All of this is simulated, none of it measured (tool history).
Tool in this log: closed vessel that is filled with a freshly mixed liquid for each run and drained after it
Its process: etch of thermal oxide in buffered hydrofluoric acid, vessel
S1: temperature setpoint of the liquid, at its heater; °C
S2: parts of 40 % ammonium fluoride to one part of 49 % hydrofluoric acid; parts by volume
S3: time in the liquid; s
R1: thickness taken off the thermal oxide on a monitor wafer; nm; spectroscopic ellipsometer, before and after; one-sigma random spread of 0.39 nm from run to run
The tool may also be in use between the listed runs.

run	hour	S1	S2	S3	R1
1	0	22	23.5	30	13.716
2	6	24.5	19	30	18.522
3	14	24.5	25.5	30	14.941
4	19.3	24.5	30	30	13.309
5	20.9	24.5	23	30	15.831
6	24.5	24.5	28	30	13.658
7	26.8	26	22	30	17.663
8	27.5	27	18	30	21.779
9	35.3	28	15	30	28.687
10	41.1	28.5	14	30	31.094

Run 11, settings as shown, results not yet in. Your forecast:
11	44	29	13	30	?

{"run 11": {"R1": 34.233}}

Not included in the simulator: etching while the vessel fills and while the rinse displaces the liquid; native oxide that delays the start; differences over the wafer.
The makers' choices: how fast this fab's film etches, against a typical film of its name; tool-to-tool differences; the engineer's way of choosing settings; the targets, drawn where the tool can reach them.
